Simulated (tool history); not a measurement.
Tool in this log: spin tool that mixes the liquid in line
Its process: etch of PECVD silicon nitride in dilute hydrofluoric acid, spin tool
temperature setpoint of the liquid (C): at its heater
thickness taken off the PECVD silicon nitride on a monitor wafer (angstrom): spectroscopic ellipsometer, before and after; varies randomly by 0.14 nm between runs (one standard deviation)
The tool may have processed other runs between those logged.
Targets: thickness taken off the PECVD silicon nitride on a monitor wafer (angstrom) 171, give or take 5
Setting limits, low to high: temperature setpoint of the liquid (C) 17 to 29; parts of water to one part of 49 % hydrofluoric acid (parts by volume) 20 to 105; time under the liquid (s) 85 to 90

run	hour	temperature setpoint of the liquid (C)	parts of water to one part of 49 % hydrofluoric acid (parts by volume)	time under the liquid (s)	thickness taken off the PECVD silicon nitride on a monitor wafer (angstrom)
1	0	21	55	85	77.374
2	0.9	21	55	85	76.803
3	8.8	21	45	85	93.554
4	15.8	24.5	45	85	118.77
5	16.4	25.5	45	85	127.82
6	24.7	25.5	45	85	124.88
7	28.4	26	45	85	133.47
8	34.4	26.5	45	85	135.26
9	40	27	45	85	140.28
10	45.5	27.5	45	85	144.8
11	54.3	28	45	85	150.13
12	56	28.5	45	85	155.46
13	56.7	29	45	85	161.42
14	58.5	29	40	85	176.68

Next run, 5 choices. One meets every target within its allowed miss, the rest don't. Which?
A	60.3	27.5	40	85	?
B	60.3	25.5	35	85	?
C	60.3	27.5	40	90	?
D	60.3	27	35	85	?
E	60.3	28.5	45	85	?

move	thickness taken off the PECVD silicon nitride on a monitor wafer (angstrom)
A	162.95
B	162.47
C	172.54
D	179.61
E	155.03
A: takes the biggest miss from the last run beyond its target
B: takes the biggest miss from the last run beyond its target
C: all results land within tolerance of their targets
D: misses by more than the last run did
E: takes the biggest miss from the last run beyond its target
C meets every target.

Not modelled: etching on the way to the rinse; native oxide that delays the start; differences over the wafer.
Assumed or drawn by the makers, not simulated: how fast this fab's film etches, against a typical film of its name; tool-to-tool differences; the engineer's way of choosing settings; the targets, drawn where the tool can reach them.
